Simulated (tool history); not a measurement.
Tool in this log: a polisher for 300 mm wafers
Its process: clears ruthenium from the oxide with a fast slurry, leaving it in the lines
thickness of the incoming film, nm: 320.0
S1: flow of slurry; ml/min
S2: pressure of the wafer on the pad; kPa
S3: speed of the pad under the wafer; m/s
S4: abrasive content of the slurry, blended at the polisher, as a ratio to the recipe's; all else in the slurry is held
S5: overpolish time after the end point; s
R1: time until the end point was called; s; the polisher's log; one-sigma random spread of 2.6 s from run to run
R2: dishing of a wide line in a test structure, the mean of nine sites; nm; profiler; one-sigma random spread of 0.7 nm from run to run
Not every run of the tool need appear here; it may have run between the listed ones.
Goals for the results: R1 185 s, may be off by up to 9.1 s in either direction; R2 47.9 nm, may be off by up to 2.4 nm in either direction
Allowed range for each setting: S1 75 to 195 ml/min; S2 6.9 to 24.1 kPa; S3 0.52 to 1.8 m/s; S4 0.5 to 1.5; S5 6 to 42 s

run,hour,S1,S2,S3,S4,S5,R1,R2
1,0,125,15.2,1.16,1,21,71.574,64.915
2,3.4,125,15.2,1.16,1,30,71.494,88.326
3,10.1,110,15.2,1.16,1,30,74.318,85.086
4,10.9,110,15.2,1.16,0.9,30,77.291,82.749
5,16.1,110,15.2,1.32,0.9,30,69.558,87.111
6,20.2,110,19.3,1.32,0.9,30,55.599,101.98
7,26.7,105,15.9,1.12,0.9,30,76.815,80.883
8,34,95,11.7,0.8,0.85,34,142.41,57.684
9,37,90,11,0.8,0.85,34,156.58,52.765
10,44.4,85,10.3,0.8,0.85,34,165.43,49.811
11,47.3,85,10.3,0.8,0.85,35,163.96,50.382

5 next moves are on the table. One of them brings every result within its allowed miss. Which?
A,50.2,75,9,1.08,0.8,32,?,?
B,50.2,85,8.3,1.02,0.85,29,?,?
C,50.2,85,11,0.7,0.9,38,?,?
D,50.2,130,10.3,0.96,0.8,31,?,?
E,50.2,100,6.9,1.06,0.9,36,?,?

move,R1,R2
A,161.78,48.993
B,171.55,42.832
C,169.58,54.374
D,138.38,54.363
E,184.51,48.43
A: lands further from the targets than the last run did
B: closer than the last run, but not yet in spec
C: lands further from the targets than the last run did
D: lands further from the targets than the last run did
E: meets every target
E meets every target.

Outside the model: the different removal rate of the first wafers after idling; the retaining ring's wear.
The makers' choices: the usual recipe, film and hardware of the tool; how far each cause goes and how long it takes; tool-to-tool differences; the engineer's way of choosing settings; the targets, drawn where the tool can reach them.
